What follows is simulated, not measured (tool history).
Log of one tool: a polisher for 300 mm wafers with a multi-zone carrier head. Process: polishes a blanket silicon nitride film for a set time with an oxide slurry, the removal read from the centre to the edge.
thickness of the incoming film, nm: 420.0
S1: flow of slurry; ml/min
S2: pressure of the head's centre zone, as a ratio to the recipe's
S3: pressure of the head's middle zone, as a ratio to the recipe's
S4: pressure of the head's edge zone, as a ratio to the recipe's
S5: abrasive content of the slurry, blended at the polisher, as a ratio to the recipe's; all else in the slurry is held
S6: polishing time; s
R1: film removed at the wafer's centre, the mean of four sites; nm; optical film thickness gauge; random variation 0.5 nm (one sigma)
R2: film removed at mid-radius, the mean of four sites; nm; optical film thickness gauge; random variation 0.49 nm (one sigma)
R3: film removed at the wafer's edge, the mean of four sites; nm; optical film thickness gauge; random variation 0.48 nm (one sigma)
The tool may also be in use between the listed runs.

{"run": 1, "day": 0.0, "S1": 150, "S2": 1, "S3": 1, "S4": 1, "S5": 1, "S6": 73, "R1": 41.101, "R2": 41.549, "R3": 40.663}
{"run": 2, "day": 0.175, "S1": 160, "S2": 1, "S3": 1.03, "S4": 1.04, "S5": 1.1, "S6": 74, "R1": 42.913, "R2": 44.187, "R3": 44.439}
{"run": 3, "day": 0.375, "S1": 165, "S2": 1, "S3": 1.07, "S4": 1.03, "S5": 1.2, "S6": 76, "R1": 45.473, "R2": 49.205, "R3": 46.714}
{"run": 4, "day": 0.488, "S1": 165, "S2": 1, "S3": 1.07, "S4": 1.03, "S5": 1.1, "S6": 76, "R1": 45.495, "R2": 47.455, "R3": 45.623}
{"run": 5, "day": 0.683, "S1": 165, "S2": 1, "S3": 1.11, "S4": 1.03, "S5": 1.1, "S6": 76, "R1": 44.366, "R2": 48.735, "R3": 45.16}
{"run": 6, "day": 0.888, "S1": 165, "S2": 1, "S3": 1.19, "S4": 1.03, "S5": 1.1, "S6": 76, "R1": 44.229, "R2": 52.252, "R3": 45.538}
{"run": 7, "day": 1.175, "S1": 205, "S2": 1.01, "S3": 1.19, "S4": 1.13, "S5": 1.35, "S6": 77, "R1": 49.471, "R2": 56.694, "R3": 51.462}

Forecast run 8:
{"run": 8, "day": 1.233, "S1": 205, "S2": 1.01, "S3": 1.19, "S4": 1.13, "S5": 1.4, "S6": 79, "R1": "?", "R2": "?", "R3": "?"}

Run 8 gave R1 52.603 nm, R2 60.903 nm, R3 54.398 nm.

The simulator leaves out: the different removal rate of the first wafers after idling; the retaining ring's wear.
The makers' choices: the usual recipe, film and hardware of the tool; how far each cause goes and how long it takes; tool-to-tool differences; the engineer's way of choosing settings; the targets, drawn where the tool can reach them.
